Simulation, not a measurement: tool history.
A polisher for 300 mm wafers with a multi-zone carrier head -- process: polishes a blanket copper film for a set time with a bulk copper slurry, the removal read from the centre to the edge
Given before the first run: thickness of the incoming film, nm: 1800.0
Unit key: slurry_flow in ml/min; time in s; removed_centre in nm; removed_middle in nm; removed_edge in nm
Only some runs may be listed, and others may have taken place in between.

run 1 day=0 | slurry_flow=260 centre_zone=1 middle_zone=1 edge_zone=1 slurry_solids=1 time=82 | removed_centre=535.4 removed_middle=531.59 removed_edge=531.24
run 2 day=0.025 | slurry_flow=260 centre_zone=1 middle_zone=1 edge_zone=1 slurry_solids=1 time=62 | removed_centre=404.64 removed_middle=404.48 removed_edge=407.73
run 3 day=0.267 | slurry_flow=260 centre_zone=1.09 middle_zone=1 edge_zone=1 slurry_solids=1 time=62 | removed_centre=439.06 removed_middle=403.07 removed_edge=403.45
run 4 day=0.404 | slurry_flow=260 centre_zone=1.09 middle_zone=1 edge_zone=1 slurry_solids=1 time=71 | removed_centre=496.06 removed_middle=460.19 removed_edge=462.31
run 5 day=0.746 | slurry_flow=255 centre_zone=1.06 middle_zone=1.02 edge_zone=1 slurry_solids=1 time=71 | removed_centre=493.83 removed_middle=468.7 removed_edge=458.16
run 6 day=1.054 | slurry_flow=255 centre_zone=1.06 middle_zone=1.02 edge_zone=1 slurry_solids=0.85 time=71 | removed_centre=453.59 removed_middle=443.63 removed_edge=441.53
run 7 day=1.104 | slurry_flow=260 centre_zone=1.04 middle_zone=1.03 edge_zone=1 slurry_solids=0.85 time=71 | removed_centre=457.51 removed_middle=450.36 removed_edge=445.75
run 8 day=1.462 | slurry_flow=260 centre_zone=1.02 middle_zone=1.04 edge_zone=1 slurry_solids=0.85 time=71 | removed_centre=442.67 removed_middle=453.2 removed_edge=442.88
run 9 day=1.829 | slurry_flow=265 centre_zone=1.01 middle_zone=1.05 edge_zone=1 slurry_solids=0.85 time=71 | removed_centre=451.68 removed_middle=455.67 removed_edge=442.44

What will run 10 give?
run 10 day=1.988 | slurry_flow=265 centre_zone=1.01 middle_zone=1.05 edge_zone=1 slurry_solids=0.85 time=71 | removed_centre=? removed_middle=? removed_edge=?

removed_centre: 450.05 nm
removed_middle: 460.16 nm
removed_edge: 445.89 nm

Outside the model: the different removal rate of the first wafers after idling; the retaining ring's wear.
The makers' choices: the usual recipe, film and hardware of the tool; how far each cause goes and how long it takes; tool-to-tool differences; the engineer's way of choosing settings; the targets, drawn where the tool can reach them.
